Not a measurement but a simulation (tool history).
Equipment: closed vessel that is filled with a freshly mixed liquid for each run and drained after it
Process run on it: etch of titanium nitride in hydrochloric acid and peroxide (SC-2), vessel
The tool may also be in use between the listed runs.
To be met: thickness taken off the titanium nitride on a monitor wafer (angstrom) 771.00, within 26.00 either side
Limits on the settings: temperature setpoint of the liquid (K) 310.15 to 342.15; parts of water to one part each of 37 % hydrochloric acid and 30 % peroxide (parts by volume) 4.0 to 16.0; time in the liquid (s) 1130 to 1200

| run | hour | temperature setpoint of the liquid (K) | parts of water to one part each of 37 % hydrochloric acid and 30 % peroxide (parts by volume) | time in the liquid (s) | thickness taken off the titanium nitride on a monitor wafer (angstrom) |
|---|---|---|---|---|---|
| 1 | 0.0 | 326.15 | 9.0 | 1130 | 613.98 |
| 2 | 6.8 | 327.15 | 9.0 | 1130 | 660.35 |
| 3 | 14.8 | 327.15 | 9.0 | 1130 | 659.58 |
| 4 | 18.9 | 327.15 | 6.0 | 1130 | 922.22 |
| 5 | 25.1 | 327.15 | 6.0 | 1130 | 920.43 |
| 6 | 27.1 | 326.15 | 6.0 | 1130 | 857.22 |
|  | 32.9 | thermometer replaced |
| 7 | 32.9 | 325.65 | 6.0 | 1130 | 734.31 |
| 8 | 41.7 | 325.65 | 6.0 | 1130 | 741.28 |

Which single option among these 5 for the next run brings every result within its allowed miss of target? Just one does.
| A | 50.5 | 327.65 | 8.0 | 1185 | ? |
| B | 50.5 | 329.65 | 7.5 | 1165 | ? |
| C | 50.5 | 322.15 | 4.5 | 1130 | ? |
| D | 50.5 | 326.15 | 6.5 | 1155 | ? |
| E | 50.5 | 323.15 | 4.5 | 1140 | ? |

| move | thickness taken off the titanium nitride on a monitor wafer (angstrom) |
|---|---|
| A | 705.88 |
| B | 831.02 |
| C | 720.47 |
| D | 734.06 |
| E | 777.12 |
A: the biggest miss grows against the last run
B: the result that was furthest off in the last run now lies on the other side of its target
C: the biggest miss grows against the last run
D: the biggest miss grows against the last run
E: every result within its allowed miss
The move that meets every target is E.
